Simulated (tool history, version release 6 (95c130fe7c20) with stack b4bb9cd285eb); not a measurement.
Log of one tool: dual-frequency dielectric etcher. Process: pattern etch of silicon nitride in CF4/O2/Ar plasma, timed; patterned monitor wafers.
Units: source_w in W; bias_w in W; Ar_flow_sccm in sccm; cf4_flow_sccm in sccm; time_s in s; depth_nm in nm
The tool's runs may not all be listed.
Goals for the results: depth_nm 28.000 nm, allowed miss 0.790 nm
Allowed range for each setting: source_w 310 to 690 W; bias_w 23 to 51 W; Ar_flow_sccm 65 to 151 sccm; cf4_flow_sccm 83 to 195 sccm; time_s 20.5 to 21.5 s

run    day  source_w  bias_w  Ar_flow_sccm  cf4_flow_sccm  time_s  depth_nm
  1  0.000       500      37           108            139    20.5    35.462
  2  0.358       480      37           108            139    20.5    34.248
  3  0.404       450      37           108            139    20.5    32.558
  4  0.650       450      37           118            139    20.5    32.394
  5  0.696       450      43           118            139    20.5    34.735
  6  0.858       450      43           111            139    20.5    34.831
  7  1.071       430      43           111            139    20.5    33.918
  8  1.196       410      43           111            139    20.5    32.737
  9  1.367       400      43           111            139    20.5    32.329
 10  1.512       400      43           111            139    20.5    32.177
 11  1.838       390      43           111            139    20.5    31.709
 12  1.962       380      43           111            139    20.5    31.091
 13  2.242       310      42           112            138    20.5    27.057

Which one of the following 4 next-run settings gets every result inside its allowed miss? There is exactly one.
  A  2.521       320      43           112            118    21.0         ?
  B  2.521       310      41           131            148    21.0         ?
  C  2.521       310      42           123            130    20.5         ?
  D  2.521       310      39           111            128    21.0         ?

move  depth_nm
   A    28.202
   B    26.820
   C    26.458
   D    26.610
A: all results land within tolerance of their targets
B: misses by more than the last run did
C: misses by more than the last run did
D: misses by more than the last run did
A is the move that brings every result within its allowed miss.
